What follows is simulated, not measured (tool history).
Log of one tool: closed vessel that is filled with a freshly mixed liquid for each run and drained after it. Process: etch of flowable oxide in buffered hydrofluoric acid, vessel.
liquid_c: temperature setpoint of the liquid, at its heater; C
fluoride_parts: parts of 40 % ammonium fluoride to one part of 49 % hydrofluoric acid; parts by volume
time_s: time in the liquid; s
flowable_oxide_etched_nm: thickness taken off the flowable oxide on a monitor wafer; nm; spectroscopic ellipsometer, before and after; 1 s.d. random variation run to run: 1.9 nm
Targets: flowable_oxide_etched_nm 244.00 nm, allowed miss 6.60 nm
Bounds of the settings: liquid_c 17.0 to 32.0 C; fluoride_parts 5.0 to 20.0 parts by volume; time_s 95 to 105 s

Run 1, hour 0.0: liquid_c 24.0 C, fluoride_parts 12.0 parts by volume, time_s 95 s. Result: flowable_oxide_etched_nm 185.68 nm.
Run 2, hour 2.3: liquid_c 24.0 C, fluoride_parts 13.5 parts by volume, time_s 95 s. Result: flowable_oxide_etched_nm 164.55 nm.
Run 3, hour 8.7: liquid_c 24.0 C, fluoride_parts 15.5 parts by volume, time_s 95 s. Result: flowable_oxide_etched_nm 147.87 nm.
Run 4, hour 12.6: liquid_c 25.5 C, fluoride_parts 15.0 parts by volume, time_s 95 s. Result: flowable_oxide_etched_nm 162.49 nm.
Run 5, hour 19.0: liquid_c 26.5 C, fluoride_parts 14.5 parts by volume, time_s 95 s. Result: flowable_oxide_etched_nm 176.78 nm.
Run 6, hour 28.1: liquid_c 26.5 C, fluoride_parts 11.5 parts by volume, time_s 95 s. Result: flowable_oxide_etched_nm 222.91 nm.
Run 7, hour 29.2: liquid_c 27.0 C, fluoride_parts 11.5 parts by volume, time_s 95 s. Result: flowable_oxide_etched_nm 229.33 nm.
Run 8, hour 32.6: liquid_c 27.5 C, fluoride_parts 11.5 parts by volume, time_s 95 s. Result: flowable_oxide_etched_nm 235.53 nm.

Which single option among these 5 for the next run brings every result within its allowed miss of target? Just one does.
Run A, hour 36.0: liquid_c 27.0 C, fluoride_parts 10.5 parts by volume, time_s 100 s. Result: flowable_oxide_etched_nm ?.
Run B, hour 36.0: liquid_c 29.0 C, fluoride_parts 12.5 parts by volume, time_s 105 s. Result: flowable_oxide_etched_nm ?.
Run C, hour 36.0: liquid_c 28.5 C, fluoride_parts 13.0 parts by volume, time_s 100 s. Result: flowable_oxide_etched_nm ?.
Run D, hour 36.0: liquid_c 29.5 C, fluoride_parts 12.0 parts by volume, time_s 100 s. Result: flowable_oxide_etched_nm ?.
Run E, hour 36.0: liquid_c 28.0 C, fluoride_parts 11.5 parts by volume, time_s 95 s. Result: flowable_oxide_etched_nm ?.

move  flowable_oxide_etched_nm
   A                    261.37
   B                    261.17
   C                    233.16
   D                    265.75
   E                    243.07
A: takes the biggest miss from the last run beyond its target
B: takes the biggest miss from the last run beyond its target
C: the biggest miss grows against the last run
D: takes the biggest miss from the last run beyond its target
E: all results in spec
So the answer is move E, the one that meets all the targets.
